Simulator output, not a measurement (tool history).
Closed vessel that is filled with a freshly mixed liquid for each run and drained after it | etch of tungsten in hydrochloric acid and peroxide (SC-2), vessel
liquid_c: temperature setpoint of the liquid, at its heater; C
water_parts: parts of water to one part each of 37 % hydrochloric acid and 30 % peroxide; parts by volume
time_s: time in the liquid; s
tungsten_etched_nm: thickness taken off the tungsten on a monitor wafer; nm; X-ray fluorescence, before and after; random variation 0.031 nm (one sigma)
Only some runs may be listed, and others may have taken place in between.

run,day,liquid_c,water_parts,time_s,tungsten_etched_nm
1,0.000,51.0,9.0,35,14.5540
2,0.142,49.0,9.5,35,12.2820
3,0.412,49.0,12.0,35,9.9588
4,0.662,49.0,10.0,35,11.6530
5,1.012,47.0,10.0,35,10.2640
6,1.042,47.0,11.5,35,9.1074
7,1.092,45.5,11.5,35,8.1112

Predict the results of run 8:
8,1.250,44.0,11.5,35,?

{"run 8": {"tungsten_etched_nm": 7.4341}}
